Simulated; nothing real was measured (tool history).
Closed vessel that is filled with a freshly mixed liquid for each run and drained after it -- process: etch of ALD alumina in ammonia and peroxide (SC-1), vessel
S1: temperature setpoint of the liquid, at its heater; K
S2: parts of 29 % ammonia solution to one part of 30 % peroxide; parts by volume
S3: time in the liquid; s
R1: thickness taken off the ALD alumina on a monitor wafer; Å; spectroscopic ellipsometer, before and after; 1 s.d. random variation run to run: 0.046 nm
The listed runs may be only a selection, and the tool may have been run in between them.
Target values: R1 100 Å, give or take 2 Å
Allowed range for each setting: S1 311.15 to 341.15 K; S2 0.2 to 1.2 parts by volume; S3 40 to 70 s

run,day,S1,S2,S3,R1
1,0,325.15,0.8,70,54.812
2,0.362,325.15,0.8,70,54.662
3,0.55,325.15,0.8,40,31.272
4,0.862,325.15,1.05,40,32.241
5,0.946,325.15,1.05,40,32.375
6,1.096,325.15,1.05,70,56.03
7,1.354,328.65,1.05,70,68.251
8,1.517,330.15,1.05,70,73.958
9,1.762,331.65,1.05,70,79.504
10,1.862,332.65,1.05,70,83.254
11,1.921,333.65,1.05,70,88.867
12,2.283,334.15,1.05,70,90.351
13,2.546,334.65,1.05,70,92.206
14,2.729,336.65,1.05,70,102.29
15,2.821,336.65,1.05,70,102.16

Which one of the following 4 next-run settings gets every result inside its allowed miss? There is exactly one.
A,2.912,336.15,1.05,70,?
B,2.912,336.65,1.1,65,?
C,2.912,337.15,0.9,65,?
D,2.912,338.65,1.2,65,?

move,R1
A,99.626
B,95.278
C,95.858
D,106.11
A: in spec on every target
B: pushes the last run's worst result past its target
C: pushes the last run's worst result past its target
D: the biggest miss grows against the last run
A meets every target.
